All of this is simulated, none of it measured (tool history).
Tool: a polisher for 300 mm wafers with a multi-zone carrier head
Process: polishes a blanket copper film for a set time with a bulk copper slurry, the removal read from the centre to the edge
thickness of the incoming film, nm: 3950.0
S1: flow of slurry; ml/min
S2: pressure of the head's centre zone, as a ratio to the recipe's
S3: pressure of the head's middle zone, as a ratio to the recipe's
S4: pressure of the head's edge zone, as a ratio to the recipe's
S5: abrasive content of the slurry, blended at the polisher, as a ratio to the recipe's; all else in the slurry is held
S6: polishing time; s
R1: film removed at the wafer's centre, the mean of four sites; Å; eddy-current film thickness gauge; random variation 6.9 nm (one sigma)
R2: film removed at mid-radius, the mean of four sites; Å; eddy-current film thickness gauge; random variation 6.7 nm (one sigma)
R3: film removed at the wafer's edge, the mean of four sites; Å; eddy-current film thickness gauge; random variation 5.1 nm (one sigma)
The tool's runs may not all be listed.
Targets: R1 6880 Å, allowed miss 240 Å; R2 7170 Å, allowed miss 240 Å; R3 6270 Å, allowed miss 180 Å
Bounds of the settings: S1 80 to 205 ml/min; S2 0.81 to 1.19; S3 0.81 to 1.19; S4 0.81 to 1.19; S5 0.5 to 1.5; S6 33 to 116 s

| run | hour | S1 | S2 | S3 | S4 | S5 | S6 | R1 | R2 | R3 |
|---|---|---|---|---|---|---|---|---|---|---|
| 1 | 0 | 135 | 1 | 1 | 1 | 1 | 74 | 5863.5 | 5140.8 | 5278.2 |
| 2 | 7.4 | 135 | 1 | 1 | 1 | 0.85 | 74 | 5574.2 | 4989.1 | 5042.9 |
| 3 | 14.3 | 145 | 0.99 | 1.05 | 1.01 | 0.95 | 75 | 5951.5 | 5401.3 | 5279.8 |
| 4 | 15.9 | 145 | 0.99 | 1.05 | 0.98 | 0.95 | 75 | 5869.5 | 5332.2 | 5322.2 |
| 5 | 20.1 | 150 | 0.98 | 1.08 | 1.03 | 1 | 77 | 6112.9 | 5859.9 | 5644.3 |
| 6 | 21.4 | 160 | 0.98 | 1.11 | 1.05 | 1 | 77 | 6184.9 | 5978.3 | 5751.1 |
| 7 | 23.5 | 160 | 0.97 | 1.13 | 1.02 | 1.1 | 78 | 6431.3 | 6174.5 | 5794.6 |
| 8 | 29.1 | 165 | 0.95 | 1.14 | 1.01 | 1.15 | 79 | 6512.9 | 6513.8 | 5863.5 |
| 9 | 30.5 | 170 | 0.95 | 1.15 | 1.02 | 1.15 | 79 | 6446 | 6684.4 | 5981 |
| 10 | 38.7 | 175 | 0.96 | 1.16 | 1.02 | 1.15 | 79 | 6604.6 | 6700 | 6049.5 |
| 11 | 40.9 | 180 | 0.96 | 1.17 | 1.02 | 1.15 | 79 | 6592.1 | 6925.9 | 5946.8 |

Which of these 5 next moves meets every target?
| A | 43.1 | 200 | 1.13 | 1.13 | 1 | 1.25 | 75 | ? | ? | ? |
| B | 43.1 | 170 | 0.94 | 1.15 | 0.96 | 1.15 | 85 | ? | ? | ? |
| C | 43.1 | 205 | 0.98 | 1.14 | 1.06 | 1.05 | 81 | ? | ? | ? |
| D | 43.1 | 200 | 0.96 | 1.19 | 1 | 1.15 | 76 | ? | ? | ? |
| E | 43.1 | 175 | 0.86 | 1.16 | 1.15 | 1.05 | 84 | ? | ? | ? |

| move | R1 | R2 | R3 |
|---|---|---|---|
| A | 7824.4 | 6473.4 | 5901.3 |
| B | 7053.5 | 7135.8 | 6318.8 |
| C | 7107.6 | 6822 | 6339.2 |
| D | 6634.7 | 6746.3 | 5871.2 |
| E | 6302 | 7008.3 | 6724.3 |
A: further off than the last run
B: meets every target
C: brings the result that was furthest off to its target, and leaves another outside
D: further off than the last run
E: takes the result that was furthest off past its target
Answer: B
